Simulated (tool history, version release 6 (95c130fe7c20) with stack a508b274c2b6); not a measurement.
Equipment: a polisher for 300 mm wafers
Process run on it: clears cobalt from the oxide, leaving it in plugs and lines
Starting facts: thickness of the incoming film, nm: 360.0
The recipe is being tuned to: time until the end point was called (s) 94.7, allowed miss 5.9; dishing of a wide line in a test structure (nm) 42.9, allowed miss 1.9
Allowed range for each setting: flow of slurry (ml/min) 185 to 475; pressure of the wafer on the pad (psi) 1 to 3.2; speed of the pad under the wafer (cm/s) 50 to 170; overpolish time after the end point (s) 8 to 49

run,hour,flow of slurry (ml/min),pressure of the wafer on the pad (psi),speed of the pad under the wafer (cm/s),overpolish time after the end point (s),time until the end point was called (s),dishing of a wide line in a test structure (nm)
1,0,305,2.1,110,25,63.485,56.598
2,3.4,305,2.1,110,18,60.791,50.202
3,9.9,380,2.1,110,18,61.793,51.755
4,14.9,380,2.1,110,11,60.375,40.054
5,18.9,380,2,110,12,62.938,41.646
6,24.5,380,1.9,108,13,68.834,42.256
7,25.8,380,1.8,108,14,69.641,42.927
8,27,380,1.7,108,15,76.045,42.69
9,27.7,380,1.5,106,17,83.957,42.902

Which single option among these 5 for the next run brings every result within its allowed miss of target? Just one does.
A,28.4,395,1.7,110,16,?,?
B,28.4,375,1.5,124,16,?,?
C,28.4,375,1.7,126,15,?,?
D,28.4,325,1.5,94,19,?,?
E,28.4,290,1.5,134,15,?,?

move,time until the end point was called (s),dishing of a wide line in a test structure (nm)
A,72.522,43.755
B,74.98,42.996
C,65.671,44.516
D,93.142,42.024
E,72.167,42.367
A: further off than the last run
B: further off than the last run
C: further off than the last run
D: all results in spec
E: further off than the last run
The move that meets every target is D.

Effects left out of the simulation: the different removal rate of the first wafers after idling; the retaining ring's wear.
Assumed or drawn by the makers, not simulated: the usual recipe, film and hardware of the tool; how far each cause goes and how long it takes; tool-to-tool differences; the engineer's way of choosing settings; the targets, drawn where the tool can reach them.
